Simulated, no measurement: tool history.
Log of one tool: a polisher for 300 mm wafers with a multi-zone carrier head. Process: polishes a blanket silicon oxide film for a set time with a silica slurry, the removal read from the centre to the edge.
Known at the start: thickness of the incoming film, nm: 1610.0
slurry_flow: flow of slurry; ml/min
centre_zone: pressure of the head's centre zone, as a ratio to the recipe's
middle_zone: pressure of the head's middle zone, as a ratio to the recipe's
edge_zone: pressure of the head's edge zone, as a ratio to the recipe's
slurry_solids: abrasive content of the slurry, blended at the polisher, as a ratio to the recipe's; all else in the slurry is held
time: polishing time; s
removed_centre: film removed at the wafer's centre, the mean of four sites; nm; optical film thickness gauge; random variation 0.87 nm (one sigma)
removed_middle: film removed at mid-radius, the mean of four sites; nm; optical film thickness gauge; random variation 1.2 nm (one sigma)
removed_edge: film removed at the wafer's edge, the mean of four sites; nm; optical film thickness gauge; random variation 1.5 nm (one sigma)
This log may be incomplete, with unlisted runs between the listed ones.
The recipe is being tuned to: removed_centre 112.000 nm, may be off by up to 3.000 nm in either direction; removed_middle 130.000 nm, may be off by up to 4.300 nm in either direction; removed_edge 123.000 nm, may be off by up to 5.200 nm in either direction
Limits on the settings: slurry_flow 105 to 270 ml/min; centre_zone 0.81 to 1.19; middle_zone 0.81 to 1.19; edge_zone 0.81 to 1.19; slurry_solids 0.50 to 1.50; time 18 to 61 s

| run | hour | slurry_flow | centre_zone | middle_zone | edge_zone | slurry_solids | time | removed_centre | removed_middle | removed_edge |
|---|---|---|---|---|---|---|---|---|---|---|
| 1 | 0.0 | 175 | 1.00 | 1.00 | 1.00 | 1.00 | 39 | 88.097 | 90.577 | 93.628 |
| 2 | 6.3 | 195 | 1.00 | 1.00 | 1.00 | 1.00 | 39 | 89.284 | 91.792 | 92.547 |
| 3 | 9.3 | 190 | 1.00 | 1.04 | 1.02 | 1.10 | 39 | 92.961 | 98.679 | 96.252 |
| 4 | 11.7 | 190 | 1.00 | 1.04 | 1.02 | 1.00 | 39 | 89.967 | 94.393 | 93.855 |
| 5 | 14.3 | 190 | 1.00 | 1.04 | 1.02 | 0.85 | 39 | 84.644 | 89.034 | 88.034 |
| 6 | 18.7 | 190 | 1.00 | 1.04 | 0.98 | 0.85 | 39 | 83.529 | 88.407 | 86.114 |
| 7 | 24.0 | 215 | 0.98 | 1.14 | 1.08 | 1.10 | 40 | 94.098 | 110.420 | 103.520 |
| 8 | 31.4 | 220 | 0.99 | 1.15 | 1.10 | 1.15 | 40 | 96.983 | 114.580 | 106.540 |
| 9 | 38.1 | 225 | 1.00 | 1.15 | 1.12 | 1.20 | 40 | 99.603 | 113.670 | 110.650 |
| 10 | 46.6 | 240 | 1.00 | 1.19 | 1.08 | 1.45 | 41 | 111.860 | 131.390 | 116.420 |

4 next moves are on the table. One of them brings every result within its allowed miss. Which?
| A | 55.1 | 260 | 0.99 | 1.19 | 1.02 | 1.40 | 45 | ? | ? | ? |
| B | 55.1 | 245 | 1.02 | 1.14 | 0.98 | 1.45 | 42 | ? | ? | ? |
| C | 55.1 | 260 | 1.03 | 1.19 | 1.01 | 1.45 | 40 | ? | ? | ? |
| D | 55.1 | 260 | 1.00 | 1.17 | 1.16 | 1.45 | 41 | ? | ? | ? |

| move | removed_centre | removed_middle | removed_edge |
|---|---|---|---|
| A | 121.760 | 143.450 | 125.310 |
| B | 117.540 | 129.690 | 115.630 |
| C | 113.840 | 128.970 | 112.150 |
| D | 113.330 | 130.260 | 123.120 |
A: the furthest-off result lands on target, but another misses its tolerance
B: moves away from the targets compared with the last run
C: moves away from the targets compared with the last run
D: each result inside its tolerance
Move D is the one to make.
